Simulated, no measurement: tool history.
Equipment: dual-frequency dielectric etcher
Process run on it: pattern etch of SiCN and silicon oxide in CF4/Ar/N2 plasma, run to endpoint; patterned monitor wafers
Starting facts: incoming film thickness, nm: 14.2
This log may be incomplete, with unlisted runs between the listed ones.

| run | hour | source power (kW) | bias power (kW) | Ar flow (sccm) | CF4 flow (sccm) | endpoint time (s) |
|---|---|---|---|---|---|---|
| 1 | 0.0 | 0.420 | 0.094 | 109 | 49 | 16.220 |
| 2 | 5.3 | 0.480 | 0.094 | 109 | 49 | 14.641 |
| 3 | 13.7 | 0.480 | 0.094 | 109 | 45 | 14.860 |
| 4 | 18.2 | 0.520 | 0.094 | 109 | 45 | 13.832 |
| 5 | 24.9 | 0.500 | 0.093 | 109 | 45 | 14.409 |
| 6 | 29.5 | 0.560 | 0.093 | 109 | 45 | 13.137 |
| 7 | 37.3 | 0.540 | 0.092 | 109 | 45 | 13.495 |
| 8 | 43.8 | 0.520 | 0.091 | 109 | 45 | 14.023 |

Run 9 is up next; what results do you expect?
| 9 | 48.4 | 0.440 | 0.084 | 111 | 44 | ? |

Logged for run 9: endpoint time (s) 16.650.

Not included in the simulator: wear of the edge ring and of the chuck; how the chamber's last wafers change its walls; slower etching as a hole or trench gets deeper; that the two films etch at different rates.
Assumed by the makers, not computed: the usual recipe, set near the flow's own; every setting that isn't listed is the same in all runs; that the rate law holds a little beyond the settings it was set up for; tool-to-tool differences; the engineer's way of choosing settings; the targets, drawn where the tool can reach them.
